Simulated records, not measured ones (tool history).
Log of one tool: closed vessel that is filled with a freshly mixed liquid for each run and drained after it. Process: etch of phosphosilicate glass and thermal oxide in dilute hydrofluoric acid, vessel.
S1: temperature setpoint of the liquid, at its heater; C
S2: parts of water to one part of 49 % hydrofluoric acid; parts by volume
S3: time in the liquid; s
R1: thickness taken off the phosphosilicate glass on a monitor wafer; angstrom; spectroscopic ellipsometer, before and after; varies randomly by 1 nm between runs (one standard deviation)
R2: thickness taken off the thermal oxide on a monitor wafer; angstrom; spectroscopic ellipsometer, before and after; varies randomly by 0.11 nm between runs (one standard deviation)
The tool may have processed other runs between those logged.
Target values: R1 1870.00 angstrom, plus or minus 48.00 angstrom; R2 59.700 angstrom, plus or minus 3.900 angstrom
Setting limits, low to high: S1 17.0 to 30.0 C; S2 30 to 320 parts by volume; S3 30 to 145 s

run,hour,S1,S2,S3,R1,R2
1,0.0,22.0,175,75,523.92,16.411
2,2.8,22.0,175,95,668.10,21.318
3,7.3,25.5,175,95,757.10,23.666
4,8.7,25.5,120,95,1194.00,36.724
5,15.0,26.0,110,95,1339.50,41.912
6,19.0,26.0,110,85,1195.30,38.311
7,23.5,26.5,105,85,1283.00,40.293
8,25.7,27.0,100,85,1372.10,43.159
9,28.6,27.5,95,85,1505.10,47.746
10,33.7,28.0,95,85,1512.90,48.678
11,37.3,28.5,90,85,1648.90,51.263
12,46.0,29.0,90,85,1671.20,54.660
13,52.7,29.0,85,85,1782.10,55.687

4 next moves are on the table. One of them brings every result within its allowed miss. Which?
A,59.4,25.5,105,130,?,?
B,59.4,28.5,80,80,?,?
C,59.4,26.0,30,30,?,?
D,59.4,25.5,30,30,?,?

move,R1,R2
A,1876.50,59.639
B,1760.40,55.950
C,1710.60,54.367
D,1675.60,53.256
A: in spec on every target
B: further off than the last run
C: further off than the last run
D: further off than the last run
Go with A: it meets all targets.

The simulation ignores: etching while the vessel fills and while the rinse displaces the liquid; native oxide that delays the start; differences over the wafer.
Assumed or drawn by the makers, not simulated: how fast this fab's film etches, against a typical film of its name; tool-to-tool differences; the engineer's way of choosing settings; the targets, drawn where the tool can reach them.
